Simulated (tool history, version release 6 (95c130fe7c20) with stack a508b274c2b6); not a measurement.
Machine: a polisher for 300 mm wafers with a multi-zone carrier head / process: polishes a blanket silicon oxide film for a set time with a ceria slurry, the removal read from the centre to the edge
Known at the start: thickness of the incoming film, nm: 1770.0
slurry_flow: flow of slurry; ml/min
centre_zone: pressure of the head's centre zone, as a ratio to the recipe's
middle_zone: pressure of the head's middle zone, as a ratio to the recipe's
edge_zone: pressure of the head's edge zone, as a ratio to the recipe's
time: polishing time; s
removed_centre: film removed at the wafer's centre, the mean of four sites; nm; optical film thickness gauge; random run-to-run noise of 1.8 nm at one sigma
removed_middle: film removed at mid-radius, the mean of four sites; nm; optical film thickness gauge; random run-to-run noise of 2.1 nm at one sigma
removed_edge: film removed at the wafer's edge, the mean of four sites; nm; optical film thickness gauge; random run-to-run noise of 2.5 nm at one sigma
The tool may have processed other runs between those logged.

Run 1, day 0.000: slurry_flow 300 ml/min, centre_zone 1.00, middle_zone 1.00, edge_zone 1.00, time 73 s. Result: removed_centre 311.67 nm, removed_middle 309.85 nm, removed_edge 319.32 nm.
Run 2, day 0.267: slurry_flow 300 ml/min, centre_zone 0.95, middle_zone 1.00, edge_zone 1.00, time 73 s. Result: removed_centre 296.60 nm, removed_middle 310.67 nm, removed_edge 319.73 nm.
Run 3, day 0.417: slurry_flow 300 ml/min, centre_zone 0.95, middle_zone 1.00, edge_zone 1.00, time 59 s. Result: removed_centre 244.20 nm, removed_middle 254.13 nm, removed_edge 256.37 nm.
Run 4, day 0.662: slurry_flow 285 ml/min, centre_zone 0.90, middle_zone 1.00, edge_zone 1.02, time 51 s. Result: removed_centre 202.51 nm, removed_middle 215.04 nm, removed_edge 221.34 nm.
Run 5, day 0.721: slurry_flow 335 ml/min, centre_zone 0.90, middle_zone 1.00, edge_zone 1.02, time 51 s. Result: removed_centre 205.97 nm, removed_middle 223.14 nm, removed_edge 231.48 nm.
Run 6, day 0.833: slurry_flow 335 ml/min, centre_zone 0.85, middle_zone 1.00, edge_zone 1.02, time 51 s. Result: removed_centre 193.11 nm, removed_middle 220.37 nm, removed_edge 228.39 nm.
Run 7, day 0.962: slurry_flow 310 ml/min, centre_zone 0.81, middle_zone 0.99, edge_zone 0.97, time 33 s. Result: removed_centre 118.37 nm, removed_middle 140.82 nm, removed_edge 146.57 nm.

What does the tool deliver on the next run?
Run 8, day 1.292: slurry_flow 395 ml/min, centre_zone 0.86, middle_zone 1.06, edge_zone 1.07, time 34 s. Result: removed_centre ?, removed_middle ?, removed_edge ?.

{"run 8": {"removed_centre": 132.11, "removed_middle": 154.56, "removed_edge": 161.04}}
